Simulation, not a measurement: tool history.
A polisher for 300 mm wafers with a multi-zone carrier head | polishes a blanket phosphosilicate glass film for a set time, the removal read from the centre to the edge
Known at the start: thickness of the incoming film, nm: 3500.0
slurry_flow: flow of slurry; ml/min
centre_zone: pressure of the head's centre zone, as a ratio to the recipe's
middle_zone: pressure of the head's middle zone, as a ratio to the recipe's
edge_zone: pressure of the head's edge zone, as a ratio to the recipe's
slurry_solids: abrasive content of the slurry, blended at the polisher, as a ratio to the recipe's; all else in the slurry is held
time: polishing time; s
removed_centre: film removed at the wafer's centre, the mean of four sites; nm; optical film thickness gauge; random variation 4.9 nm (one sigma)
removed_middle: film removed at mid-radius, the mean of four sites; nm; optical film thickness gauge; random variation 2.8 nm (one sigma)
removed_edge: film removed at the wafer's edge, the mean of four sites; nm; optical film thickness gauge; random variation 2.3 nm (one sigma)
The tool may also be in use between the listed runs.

run,day,slurry_flow,centre_zone,middle_zone,edge_zone,slurry_solids,time,removed_centre,removed_middle,removed_edge
1,0.000,210,1.00,1.00,1.00,1.00,70,474.51,473.08,471.74
2,0.233,210,1.06,1.00,1.00,1.00,70,497.03,472.25,467.77
3,0.412,205,1.05,0.98,0.99,0.95,70,481.58,456.65,451.79
4,0.458,205,1.05,0.98,1.02,0.95,70,492.54,448.09,453.81
5,0.758,205,1.05,0.98,1.02,0.95,63,437.52,400.93,410.09
6,0.917,205,1.05,0.98,1.02,1.05,63,458.87,428.06,437.30
7,1.250,200,1.04,0.96,1.02,1.00,63,434.38,405.16,421.19
8,1.367,195,1.04,0.94,1.02,1.00,63,438.07,397.22,424.78
# day 1.404: worn pad replaced by a new one
9,1.404,190,1.04,0.93,1.01,0.95,63,458.39,410.85,432.70

The next listed run, before its measurement:
10,1.658,190,1.04,0.93,1.03,0.90,63,?,?,?

removed_centre: 437.53 nm
removed_middle: 398.50 nm
removed_edge: 423.37 nm
